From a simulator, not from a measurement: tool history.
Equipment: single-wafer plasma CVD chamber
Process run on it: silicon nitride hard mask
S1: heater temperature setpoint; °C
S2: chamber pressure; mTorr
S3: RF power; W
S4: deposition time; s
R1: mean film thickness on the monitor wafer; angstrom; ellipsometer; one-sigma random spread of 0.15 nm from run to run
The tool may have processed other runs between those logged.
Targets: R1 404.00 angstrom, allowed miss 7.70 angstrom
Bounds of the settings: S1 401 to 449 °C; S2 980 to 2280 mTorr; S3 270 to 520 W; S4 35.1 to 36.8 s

run 1 hour=0.0 | S1=425 S2=1630 S3=395 S4=36.8 | R1=484.21
run 2 hour=0.5 | S1=425 S2=1500 S3=380 S4=36.7 | R1=464.41
run 3 hour=7.1 | S1=425 S2=1600 S3=380 S4=36.7 | R1=471.76
run 4 hour=14.9 | S1=425 S2=1480 S3=365 S4=36.6 | R1=447.15
run 5 hour=22.3 | S1=425 S2=1380 S3=360 S4=36.6 | R1=433.74
run 6 hour=23.2 | S1=425 S2=1310 S3=360 S4=36.6 | R1=423.48
run 7 hour=30.6 | S1=425 S2=1270 S3=360 S4=36.6 | R1=417.66
run 8 hour=38.9 | S1=425 S2=1240 S3=360 S4=36.6 | R1=413.40

Which single option among these 4 for the next run brings every result within its allowed miss of target? Just one does.
run A hour=47.2 | S1=423 S2=1370 S3=365 S4=35.6 | R1=?
run B hour=47.2 | S1=417 S2=1120 S3=345 S4=36.8 | R1=?
run C hour=47.2 | S1=426 S2=1340 S3=365 S4=36.8 | R1=?
run D hour=47.2 | S1=422 S2=1230 S3=370 S4=35.2 | R1=?

move=A R1=423.11
move=B R1=390.21
move=C R1=432.86
move=D R1=403.08
A: lands further from the targets than the last run did
B: carries the result that was furthest off beyond its target, to the other side
C: lands further from the targets than the last run did
D: every result lands within tolerance
Correct choice: D, which meets every target
